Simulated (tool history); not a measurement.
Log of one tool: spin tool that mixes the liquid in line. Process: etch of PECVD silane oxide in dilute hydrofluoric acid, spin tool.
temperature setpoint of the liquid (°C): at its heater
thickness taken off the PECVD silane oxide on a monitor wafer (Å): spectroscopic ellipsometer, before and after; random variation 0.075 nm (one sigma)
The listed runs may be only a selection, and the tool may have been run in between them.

run	day	temperature setpoint of the liquid (°C)	parts of water to one part of 49 % hydrofluoric acid (parts by volume)	time under the liquid (s)	thickness taken off the PECVD silane oxide on a monitor wafer (Å)
1	0	20	155	15	19.932
2	0.033	20	130	15	24.758
3	0.125	20	130	15	24.32
4	0.342	20	130	15	24.392
5	0.538	18.5	130	15	22.765
6	0.812	22	130	15	26.596
7	0.85	22.5	115	15	30.571

What will run 8 give?
8	1.183	26.5	50	15	?

{"run 8": {"thickness taken off the PECVD silane oxide on a monitor wafer (Å)": 90.353}}
